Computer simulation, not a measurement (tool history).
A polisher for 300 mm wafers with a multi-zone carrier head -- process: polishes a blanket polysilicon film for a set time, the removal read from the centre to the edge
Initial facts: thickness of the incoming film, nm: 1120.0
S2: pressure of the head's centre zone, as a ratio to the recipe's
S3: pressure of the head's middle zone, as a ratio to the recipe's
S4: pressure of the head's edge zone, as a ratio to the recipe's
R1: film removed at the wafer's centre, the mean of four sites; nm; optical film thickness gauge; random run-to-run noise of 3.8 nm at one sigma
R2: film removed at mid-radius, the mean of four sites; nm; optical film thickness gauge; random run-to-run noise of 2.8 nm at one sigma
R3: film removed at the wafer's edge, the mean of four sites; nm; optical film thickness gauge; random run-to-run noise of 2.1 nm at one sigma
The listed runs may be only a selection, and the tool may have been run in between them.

run 1 hour=0.0 | flow_of_slurry_(ml/min)=195 S2=1.00 S3=1.00 S4=1.00 polishing_time_(s)=40 | R1=322.57 R2=320.29 R3=324.63
run 2 hour=5.2 | flow_of_slurry_(ml/min)=195 S2=1.00 S3=1.08 S4=1.00 polishing_time_(s)=40 | R1=323.21 R2=340.39 R3=324.51
run 3 hour=10.2 | flow_of_slurry_(ml/min)=195 S2=1.00 S3=1.08 S4=1.00 polishing_time_(s)=49 | R1=402.69 R2=425.22 R3=397.80
run 4 hour=18.1 | flow_of_slurry_(ml/min)=195 S2=1.00 S3=1.08 S4=1.00 polishing_time_(s)=55 | R1=449.26 R2=465.98 R3=445.54
run 5 hour=25.4 | flow_of_slurry_(ml/min)=195 S2=1.00 S3=1.03 S4=1.00 polishing_time_(s)=55 | R1=449.22 R2=450.87 R3=442.81
run 6 hour=32.1 | flow_of_slurry_(ml/min)=195 S2=0.97 S3=1.05 S4=0.96 polishing_time_(s)=52 | R1=409.22 R2=432.13 R3=412.82
run 7 hour=36.6 | flow_of_slurry_(ml/min)=190 S2=0.96 S3=1.07 S4=0.93 polishing_time_(s)=49 | R1=385.41 R2=413.52 R3=382.41
run 8 hour=38.1 | flow_of_slurry_(ml/min)=185 S2=0.94 S3=1.09 S4=0.91 polishing_time_(s)=47 | R1=359.77 R2=403.14 R3=361.38

Run 9 comes next. What will it give?
run 9 hour=43.8 | flow_of_slurry_(ml/min)=180 S2=0.92 S3=1.10 S4=0.89 polishing_time_(s)=46 | R1=? R2=? R3=?

R1: 337.85 nm
R2: 397.10 nm
R3: 347.34 nm
